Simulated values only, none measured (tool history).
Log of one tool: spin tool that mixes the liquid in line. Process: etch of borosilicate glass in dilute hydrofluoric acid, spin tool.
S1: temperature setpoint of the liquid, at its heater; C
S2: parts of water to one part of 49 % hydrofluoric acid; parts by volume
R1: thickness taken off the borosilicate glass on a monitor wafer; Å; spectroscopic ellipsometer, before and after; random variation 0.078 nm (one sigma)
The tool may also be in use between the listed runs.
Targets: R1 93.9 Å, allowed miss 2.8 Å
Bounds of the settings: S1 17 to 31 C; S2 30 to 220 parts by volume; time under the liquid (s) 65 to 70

{"run": 1, "hour": 0.0, "S1": 23, "S2": 125, "time under the liquid (s)": 65, "R1": 127.71}
{"run": 2, "hour": 8.3, "S1": 22, "S2": 125, "time under the liquid (s)": 65, "R1": 123.01}
{"run": 3, "hour": 11.1, "S1": 22, "S2": 125, "time under the liquid (s)": 65, "R1": 122.81}
{"run": 4, "hour": 16.9, "S1": 21, "S2": 125, "time under the liquid (s)": 65, "R1": 116.44}
{"run": 5, "hour": 19.1, "S1": 17.5, "S2": 125, "time under the liquid (s)": 65, "R1": 102.81}
{"run": 6, "hour": 20.1, "S1": 17.5, "S2": 125, "time under the liquid (s)": 70, "R1": 109.41}
{"run": 7, "hour": 21.5, "S1": 17.5, "S2": 130, "time under the liquid (s)": 70, "R1": 106.21}
{"run": 8, "hour": 24.9, "S1": 17.5, "S2": 130, "time under the liquid (s)": 70, "R1": 105.89}
{"run": 9, "hour": 31.1, "S1": 17, "S2": 135, "time under the liquid (s)": 70, "R1": 98.173}

Which of these 5 next moves meets every target?
{"run": "A", "hour": 37.3, "S1": 18, "S2": 135, "time under the liquid (s)": 70, "R1": "?"}
{"run": "B", "hour": 37.3, "S1": 17, "S2": 140, "time under the liquid (s)": 65, "R1": "?"}
{"run": "C", "hour": 37.3, "S1": 18, "S2": 130, "time under the liquid (s)": 70, "R1": "?"}
{"run": "D", "hour": 37.3, "S1": 17, "S2": 140, "time under the liquid (s)": 70, "R1": "?"}
{"run": "E", "hour": 37.3, "S1": 18.5, "S2": 155, "time under the liquid (s)": 70, "R1": "?"}

move=A R1=102.09
move=B R1=87.3
move=C R1=106.56
move=D R1=94.016
move=E R1=88.939
A: further off than the last run
B: takes the result that was furthest off past its target
C: further off than the last run
D: meets every target
E: takes the result that was furthest off past its target
Answer: D
